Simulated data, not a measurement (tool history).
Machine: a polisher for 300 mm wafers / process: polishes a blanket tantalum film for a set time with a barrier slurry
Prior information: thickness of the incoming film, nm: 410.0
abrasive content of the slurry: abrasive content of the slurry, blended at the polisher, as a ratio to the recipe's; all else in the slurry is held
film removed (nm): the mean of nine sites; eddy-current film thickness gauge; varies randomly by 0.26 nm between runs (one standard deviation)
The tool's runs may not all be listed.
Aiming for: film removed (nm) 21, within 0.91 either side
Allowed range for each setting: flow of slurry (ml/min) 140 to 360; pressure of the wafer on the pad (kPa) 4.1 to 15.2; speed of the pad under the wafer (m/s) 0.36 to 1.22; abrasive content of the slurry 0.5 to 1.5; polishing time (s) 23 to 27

run	hour	flow of slurry (ml/min)	pressure of the wafer on the pad (kPa)	speed of the pad under the wafer (m/s)	abrasive content of the slurry	polishing time (s)	film removed (nm)
1	0	230	9.7	0.78	1	27	26.511
2	7.6	230	9	0.78	1	27	25.222
3	10.3	230	9	0.72	1	27	22.966
4	18.2	230	7.6	0.72	1	27	19.735
5	26.5	250	7.6	0.72	1	27	19.87
6	28.8	250	6.2	0.72	1	27	16.228
7	33.2	250	6.9	0.72	1	27	18.382
8	40.9	255	7.6	0.72	1	27	19.897
9	44.1	260	7.6	0.72	1	27	19.752

Which of these 4 next moves meets every target?
A	47.3	290	7.6	0.72	0.95	26	?
B	47.3	240	7.6	0.78	1	27	?
C	47.3	300	6.9	0.72	1.1	27	?
D	47.3	265	6.2	0.82	1.05	26	?

move	film removed (nm)
A	18.954
B	21.143
C	18.865
D	17.997
A: the biggest miss grows against the last run
B: in spec on every target
C: the biggest miss grows against the last run
D: the biggest miss grows against the last run
B is the move that brings every result within its allowed miss.
